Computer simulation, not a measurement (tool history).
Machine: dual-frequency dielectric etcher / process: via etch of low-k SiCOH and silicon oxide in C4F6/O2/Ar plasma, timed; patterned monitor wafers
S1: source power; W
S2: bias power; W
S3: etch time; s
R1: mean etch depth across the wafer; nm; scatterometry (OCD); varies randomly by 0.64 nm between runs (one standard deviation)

run	hour	S1	S2	S3	R1
1	0	420	256	68.5	197.15
2	6.6	420	229	68.5	190.95
3	14.8	460	241	69	204.91
4	16	460	215	69	197.93
5	22.8	460	242	69	205.74
6	25.4	480	245	69	211.15

Run 7 has not been measured yet. What should we expect?
7	32.6	490	247	69	?

{"run 7": {"R1": 214.22}}

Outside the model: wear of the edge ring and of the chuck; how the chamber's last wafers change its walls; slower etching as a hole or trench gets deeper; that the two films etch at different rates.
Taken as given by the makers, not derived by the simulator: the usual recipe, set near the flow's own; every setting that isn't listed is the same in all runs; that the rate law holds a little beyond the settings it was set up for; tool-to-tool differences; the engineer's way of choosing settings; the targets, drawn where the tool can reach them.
